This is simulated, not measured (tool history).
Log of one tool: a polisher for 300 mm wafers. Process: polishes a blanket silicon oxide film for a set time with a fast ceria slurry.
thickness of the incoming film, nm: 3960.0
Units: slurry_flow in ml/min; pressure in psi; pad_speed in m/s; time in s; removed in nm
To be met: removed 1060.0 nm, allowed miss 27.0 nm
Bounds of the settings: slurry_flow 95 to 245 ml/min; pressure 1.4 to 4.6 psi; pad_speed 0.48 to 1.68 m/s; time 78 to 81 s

Run 1, day 0.000: slurry_flow 155 ml/min, pressure 3.0 psi, pad_speed 1.08 m/s, time 78 s. Result: removed 1625.4 nm.
Run 2, day 0.188: slurry_flow 155 ml/min, pressure 3.0 psi, pad_speed 1.34 m/s, time 78 s. Result: removed 1927.2 nm.
Run 3, day 0.321: slurry_flow 150 ml/min, pressure 2.6 psi, pad_speed 1.32 m/s, time 78 s. Result: removed 1669.7 nm.
Run 4, day 0.479: slurry_flow 145 ml/min, pressure 2.3 psi, pad_speed 1.30 m/s, time 78 s. Result: removed 1464.1 nm.
Run 5, day 0.688: slurry_flow 145 ml/min, pressure 3.0 psi, pad_speed 1.30 m/s, time 78 s. Result: removed 1882.3 nm.
Run 6, day 0.733: slurry_flow 145 ml/min, pressure 2.6 psi, pad_speed 1.30 m/s, time 78 s. Result: removed 1613.5 nm.
Run 7, day 0.979: slurry_flow 135 ml/min, pressure 2.3 psi, pad_speed 1.30 m/s, time 78 s. Result: removed 1440.3 nm.
Run 8, day 1.067: slurry_flow 130 ml/min, pressure 2.1 psi, pad_speed 1.30 m/s, time 78 s. Result: removed 1316.5 nm.
Run 9, day 1.329: slurry_flow 125 ml/min, pressure 2.0 psi, pad_speed 1.30 m/s, time 78 s. Result: removed 1265.7 nm.
Run 10, day 1.383: slurry_flow 125 ml/min, pressure 2.0 psi, pad_speed 1.30 m/s, time 78 s. Result: removed 1263.4 nm.
Run 11, day 1.604: slurry_flow 120 ml/min, pressure 1.9 psi, pad_speed 1.30 m/s, time 78 s. Result: removed 1182.5 nm.
Run 12, day 1.950: slurry_flow 115 ml/min, pressure 1.9 psi, pad_speed 1.30 m/s, time 78 s. Result: removed 1179.8 nm.
Run 13, day 2.208: slurry_flow 110 ml/min, pressure 1.8 psi, pad_speed 1.30 m/s, time 78 s. Result: removed 1116.8 nm.
Run 14, day 2.438: slurry_flow 105 ml/min, pressure 1.8 psi, pad_speed 1.30 m/s, time 78 s. Result: removed 1117.1 nm.

4 next moves are on the table. One of them brings every result within its allowed miss. Which?
Run A, day 2.667: slurry_flow 95 ml/min, pressure 1.9 psi, pad_speed 1.18 m/s, time 79 s. Result: removed ?.
Run B, day 2.667: slurry_flow 95 ml/min, pressure 1.5 psi, pad_speed 1.68 m/s, time 80 s. Result: removed ?.
Run C, day 2.667: slurry_flow 100 ml/min, pressure 1.7 psi, pad_speed 1.42 m/s, time 81 s. Result: removed ?.
Run D, day 2.667: slurry_flow 105 ml/min, pressure 1.7 psi, pad_speed 1.40 m/s, time 79 s. Result: removed ?.

move  removed
   A   1054.5
   B   1189.0
   C   1163.9
   D   1127.3
A: meets every target
B: further off than the last run
C: further off than the last run
D: further off than the last run
The right move is A.

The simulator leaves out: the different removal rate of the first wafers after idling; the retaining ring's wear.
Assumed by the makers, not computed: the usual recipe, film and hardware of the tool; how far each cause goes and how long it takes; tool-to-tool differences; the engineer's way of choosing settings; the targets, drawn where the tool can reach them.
